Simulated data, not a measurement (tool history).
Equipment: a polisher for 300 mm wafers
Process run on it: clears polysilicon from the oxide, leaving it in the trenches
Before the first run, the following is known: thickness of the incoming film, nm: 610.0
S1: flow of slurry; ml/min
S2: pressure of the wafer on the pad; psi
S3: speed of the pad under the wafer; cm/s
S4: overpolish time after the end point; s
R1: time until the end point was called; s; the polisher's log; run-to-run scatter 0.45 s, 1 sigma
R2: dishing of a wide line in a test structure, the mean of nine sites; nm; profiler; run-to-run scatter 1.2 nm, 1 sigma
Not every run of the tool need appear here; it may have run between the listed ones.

{"run": 1, "day": 0.0, "S1": 245, "S2": 3.1, "S3": 80, "S4": 27, "R1": 44.784, "R2": 77.875}
{"run": 2, "day": 0.15, "S1": 245, "S2": 2.4, "S3": 80, "S4": 27, "R1": 60.414, "R2": 73.205}
{"run": 3, "day": 0.4, "S1": 245, "S2": 2.4, "S3": 80, "S4": 20, "R1": 58.424, "R2": 71.702}
{"run": 4, "day": 0.467, "S1": 285, "S2": 2.4, "S3": 80, "S4": 20, "R1": 59.59, "R2": 72.09}
{"run": 5, "day": 0.633, "S1": 285, "S2": 2.4, "S3": 98, "S4": 20, "R1": 49.635, "R2": 72.13}
{"run": 6, "day": 0.758, "S1": 235, "S2": 2.4, "S3": 98, "S4": 20, "R1": 52.666, "R2": 71.775}

Run 7 comes next. What will it give?
{"run": 7, "day": 1.025, "S1": 235, "S2": 2.9, "S3": 102, "S4": 17, "R1": "?", "R2": "?"}

R1: 40.604 s
R2: 73.883 nm
